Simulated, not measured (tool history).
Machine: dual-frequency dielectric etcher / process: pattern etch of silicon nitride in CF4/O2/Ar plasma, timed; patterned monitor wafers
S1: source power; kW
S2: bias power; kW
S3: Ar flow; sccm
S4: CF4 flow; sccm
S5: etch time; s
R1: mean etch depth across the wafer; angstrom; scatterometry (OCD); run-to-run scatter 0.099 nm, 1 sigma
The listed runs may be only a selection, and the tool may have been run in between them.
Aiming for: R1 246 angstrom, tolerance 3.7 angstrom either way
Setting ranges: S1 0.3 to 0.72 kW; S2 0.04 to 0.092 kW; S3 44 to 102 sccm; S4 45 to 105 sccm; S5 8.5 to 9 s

run  hour    S1     S2  S3  S4   S5      R1
  1     0  0.51  0.066  73  75    9  178.14
  2   7.7  0.57  0.066  73  75    9  199.16
  3   9.4   0.6  0.066  73  75    9  210.06
  4  16.6   0.6  0.072  73  75    9  222.62
  5  21.4  0.62  0.072  73  75    9  229.61
  6  29.3  0.62  0.072  73  75  8.5  216.94
  7  30.2  0.64  0.072  73  75  8.5  224.06
  8  34.5  0.66  0.072  73  75  8.5  229.97
  9  36.4  0.67  0.072  73  75  8.5  233.96

Exercise: of the 5 proposed moves below, exactly one satisfies all targets within the stated allowed misses. Which move is it?
  A  38.3  0.61  0.078  69   75    9   ?
  B  38.3  0.69  0.066  60   80  8.5   ?
  C  38.3  0.69   0.07  71   73  8.5   ?
  D  38.3  0.71  0.058  80  104    9   ?
  E  38.3  0.63  0.074  59   88    9   ?

move      R1
   A  237.15
   B  235.08
   C  236.08
   D  236.04
   E  245.66
A: nearer than the last run, and not there yet
B: nearer than the last run, and not there yet
C: nearer than the last run, and not there yet
D: nearer than the last run, and not there yet
E: meets every target
E is the move that brings every result within its allowed miss.

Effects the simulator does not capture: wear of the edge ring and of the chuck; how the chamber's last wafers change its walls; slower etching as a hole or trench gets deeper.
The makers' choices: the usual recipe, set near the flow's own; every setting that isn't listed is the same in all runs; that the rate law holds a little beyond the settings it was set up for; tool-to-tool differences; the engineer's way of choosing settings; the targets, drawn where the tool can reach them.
